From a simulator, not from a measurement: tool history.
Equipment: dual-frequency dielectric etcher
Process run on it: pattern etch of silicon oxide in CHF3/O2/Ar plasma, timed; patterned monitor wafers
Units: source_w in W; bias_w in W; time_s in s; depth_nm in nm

{"run": 1, "day": 0.0, "source_w": 580, "bias_w": 206, "time_s": 471.5, "depth_nm": 999.56}
{"run": 2, "day": 0.346, "source_w": 480, "bias_w": 206, "time_s": 471.5, "depth_nm": 936.37}
{"run": 3, "day": 0.592, "source_w": 480, "bias_w": 206, "time_s": 471.5, "depth_nm": 939.88}
{"run": 4, "day": 0.854, "source_w": 400, "bias_w": 206, "time_s": 471.5, "depth_nm": 886.8}
{"run": 5, "day": 1.083, "source_w": 450, "bias_w": 206, "time_s": 471.5, "depth_nm": 915.3}
{"run": 6, "day": 1.15, "source_w": 450, "bias_w": 170, "time_s": 471.5, "depth_nm": 864.84}
{"run": 7, "day": 1.512, "source_w": 490, "bias_w": 176, "time_s": 472, "depth_nm": 897.57}
{"run": 8, "day": 1.717, "source_w": 530, "bias_w": 181, "time_s": 472.5, "depth_nm": 934.36}
{"run": 9, "day": 1.896, "source_w": 560, "bias_w": 184, "time_s": 473, "depth_nm": 951.57}

Expected results for the next run?
{"run": 10, "day": 2.129, "source_w": 590, "bias_w": 189, "time_s": 473.5, "depth_nm": "?"}

For run 10 the tool returned depth_nm 980.09 nm.
